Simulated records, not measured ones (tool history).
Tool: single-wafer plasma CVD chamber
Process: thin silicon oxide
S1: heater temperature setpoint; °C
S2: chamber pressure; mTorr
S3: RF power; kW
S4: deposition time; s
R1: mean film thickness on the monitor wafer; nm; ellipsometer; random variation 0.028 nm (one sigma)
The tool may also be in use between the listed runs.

| run | hour | S1 | S2 | S3 | S4 | R1 |
|---|---|---|---|---|---|---|
| 1 | 0.0 | 420 | 589 | 0.335 | 7.02 | 8.9640 |
| 2 | 9.0 | 431 | 589 | 0.335 | 7.02 | 8.8591 |
| 3 | 9.5 | 431 | 589 | 0.355 | 7.02 | 9.0431 |
| 4 | 11.2 | 431 | 589 | 0.315 | 7.02 | 8.7092 |
| 5 | 17.9 | 431 | 617 | 0.315 | 7.02 | 9.1171 |
| 6 | 19.2 | 431 | 641 | 0.315 | 7.02 | 9.4463 |
| 7 | 23.0 | 431 | 663 | 0.315 | 7.02 | 9.7525 |

Forecast run 8:
| 8 | 24.4 | 431 | 682 | 0.315 | 7.02 | ? |

R1: 10.0260 nm

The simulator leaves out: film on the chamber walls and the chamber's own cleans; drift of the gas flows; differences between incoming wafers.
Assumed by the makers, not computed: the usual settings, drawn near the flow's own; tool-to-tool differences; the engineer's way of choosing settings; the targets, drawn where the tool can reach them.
